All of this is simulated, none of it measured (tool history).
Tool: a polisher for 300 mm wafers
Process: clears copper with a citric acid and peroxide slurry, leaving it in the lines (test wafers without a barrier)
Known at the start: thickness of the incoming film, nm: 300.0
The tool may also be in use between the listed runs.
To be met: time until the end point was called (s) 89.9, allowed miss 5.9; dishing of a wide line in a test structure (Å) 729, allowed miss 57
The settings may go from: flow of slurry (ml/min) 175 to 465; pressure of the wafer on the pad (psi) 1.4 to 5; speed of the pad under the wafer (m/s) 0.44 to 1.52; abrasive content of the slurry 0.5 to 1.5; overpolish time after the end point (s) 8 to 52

run,day,flow of slurry (ml/min),pressure of the wafer on the pad (psi),speed of the pad under the wafer (m/s),abrasive content of the slurry,overpolish time after the end point (s),time until the end point was called (s),dishing of a wide line in a test structure (Å)
1,0,295,3.2,0.98,1,26,125.13,367.85
2,0.279,265,3.2,0.98,1,26,128.01,351.25
3,0.412,270,3.5,0.98,1,29,115.54,423.81
4,0.7,270,3.5,0.8,1,29,134.15,375.93
5,0.796,270,3.5,0.8,1,24,132.27,326.73
6,1.154,270,3.5,0.8,1.1,24,129.65,338.42
7,1.279,275,3.8,0.8,1.1,27,121.93,395.23
8,1.467,275,4,0.82,1.1,30,109.93,451.57
9,1.704,275,4.1,0.82,1.1,33,110.65,499.79
10,1.8,275,4.1,0.82,1.1,33,111.63,489.37
11,2.054,275,4.3,0.82,1.1,35,102.47,539.37
12,2.317,275,4.4,0.82,1.1,37,101.34,590.96
13,2.346,275,4.5,0.82,1.1,38,95.626,608.42
14,2.421,275,4.5,0.82,1.1,39,100.27,622
15,2.579,275,4.6,0.82,1.1,40,95.051,621.05
16,2.658,275,4.6,0.82,1.1,41,97.912,658.94
17,2.946,275,4.7,0.82,1.1,41,95.719,648.65
18,2.975,275,4.7,0.82,1.1,42,94.77,668.23

4 next moves are on the table. One of them brings every result within its allowed miss. Which?
A,3.004,280,4.9,0.94,1.35,28,?,?
B,3.004,335,5,0.8,1,45,?,?
C,3.004,265,4.9,0.66,1.1,41,?,?
D,3.004,285,5,0.94,1.3,38,?,?

move,time until the end point was called (s),dishing of a wide line in a test structure (Å)
A,78.38,568.67
B,91.882,708.47
C,104.37,609.48
D,77.563,708.27
A: further off than the last run
B: meets every target
C: further off than the last run
D: brings the result that was furthest off to its target, and leaves another outside
Move B is the one to make.
